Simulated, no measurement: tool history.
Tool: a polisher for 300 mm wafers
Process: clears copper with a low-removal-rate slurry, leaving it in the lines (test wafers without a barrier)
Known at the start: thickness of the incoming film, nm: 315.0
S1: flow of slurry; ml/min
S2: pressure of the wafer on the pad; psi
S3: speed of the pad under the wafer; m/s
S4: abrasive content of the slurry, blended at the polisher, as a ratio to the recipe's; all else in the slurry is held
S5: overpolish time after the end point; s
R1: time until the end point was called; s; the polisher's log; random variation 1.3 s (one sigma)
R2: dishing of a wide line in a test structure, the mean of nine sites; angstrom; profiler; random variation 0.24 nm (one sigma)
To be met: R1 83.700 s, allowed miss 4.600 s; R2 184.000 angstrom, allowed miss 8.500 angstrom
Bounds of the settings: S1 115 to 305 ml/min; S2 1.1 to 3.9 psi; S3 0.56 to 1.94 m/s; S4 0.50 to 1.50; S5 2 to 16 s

run 1 day=0.000 | S1=195 S2=2.5 S3=1.24 S4=1.00 S5=8 | R1=124.970 R2=164.700
run 2 day=0.067 | S1=195 S2=2.6 S3=1.24 S4=1.00 S5=8 | R1=121.960 R2=167.530
run 3 day=0.375 | S1=195 S2=2.7 S3=1.24 S4=1.00 S5=8 | R1=116.390 R2=173.880
run 4 day=0.700 | S1=195 S2=2.7 S3=1.24 S4=1.00 S5=5 | R1=119.900 R2=111.680
run 5 day=0.800 | S1=195 S2=2.7 S3=1.08 S4=1.00 S5=5 | R1=133.840 R2=101.250
run 6 day=1.075 | S1=195 S2=2.7 S3=1.08 S4=0.90 S5=5 | R1=138.890 R2=96.598
run 7 day=1.129 | S1=195 S2=2.8 S3=1.10 S4=0.90 S5=5 | R1=135.090 R2=101.460
run 8 day=1.396 | S1=200 S2=3.5 S3=1.26 S4=0.90 S5=6 | R1=99.257 R2=158.300
run 9 day=1.575 | S1=200 S2=3.6 S3=1.28 S4=0.90 S5=6 | R1=92.404 R2=162.990
run 10 day=1.700 | S1=200 S2=3.8 S3=1.28 S4=0.90 S5=6 | R1=91.208 R2=172.330
-- day=1.821 head pressure recalibrated
run 11 day=1.821 | S1=215 S2=3.9 S3=1.36 S4=0.90 S5=6 | R1=77.282 R2=198.200

5 next moves are on the table. One of them brings every result within its allowed miss. Which?
run A day=1.942 | S1=255 S2=3.9 S3=1.46 S4=0.95 S5=5 | R1=? R2=?
run B day=1.942 | S1=225 S2=3.8 S3=1.26 S4=0.95 S5=6 | R1=? R2=?
run C day=1.942 | S1=170 S2=3.8 S3=1.26 S4=1.05 S5=7 | R1=? R2=?
run D day=1.942 | S1=170 S2=3.7 S3=1.16 S4=0.90 S5=7 | R1=? R2=?
run E day=1.942 | S1=290 S2=3.9 S3=1.32 S4=1.05 S5=6 | R1=? R2=?

move=A R1=71.807 R2=190.190
move=B R1=85.822 R2=190.770
move=C R1=87.351 R2=216.040
move=D R1=100.230 R2=190.450
move=E R1=76.333 R2=212.440
A: brings the result that was furthest off to its target, and leaves another outside
B: meets every target
C: further off than the last run
D: brings the result that was furthest off to its target, and leaves another outside
E: further off than the last run
The right move is B.
